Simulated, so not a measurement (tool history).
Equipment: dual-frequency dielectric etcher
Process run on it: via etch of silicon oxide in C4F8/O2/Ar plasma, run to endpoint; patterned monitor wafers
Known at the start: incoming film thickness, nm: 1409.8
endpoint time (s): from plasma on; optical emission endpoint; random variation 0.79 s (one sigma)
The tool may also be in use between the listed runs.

run 1 hour=0 | source_power_(W)=2010 bias_power_(W)=1432 | endpoint_time_(s)=272.34
run 2 hour=4.2 | source_power_(W)=2350 bias_power_(W)=1432 | endpoint_time_(s)=255.88
run 3 hour=10.9 | source_power_(W)=2080 bias_power_(W)=1432 | endpoint_time_(s)=267.91
run 4 hour=18.5 | source_power_(W)=2280 bias_power_(W)=1432 | endpoint_time_(s)=257.41
run 5 hour=26 | source_power_(W)=1980 bias_power_(W)=1432 | endpoint_time_(s)=272.94
run 6 hour=28.2 | source_power_(W)=1800 bias_power_(W)=1432 | endpoint_time_(s)=282.22
run 7 hour=32.2 | source_power_(W)=1800 bias_power_(W)=1432 | endpoint_time_(s)=282.46
run 8 hour=37.5 | source_power_(W)=2080 bias_power_(W)=1452 | endpoint_time_(s)=267.99
run 9 hour=41 | source_power_(W)=2480 bias_power_(W)=1508 | endpoint_time_(s)=247.62

Predict the results of run 10:
run 10 hour=45.2 | source_power_(W)=2550 bias_power_(W)=1515 | endpoint_time_(s)=?

For run 10 the tool returned endpoint time (s) 244.32.
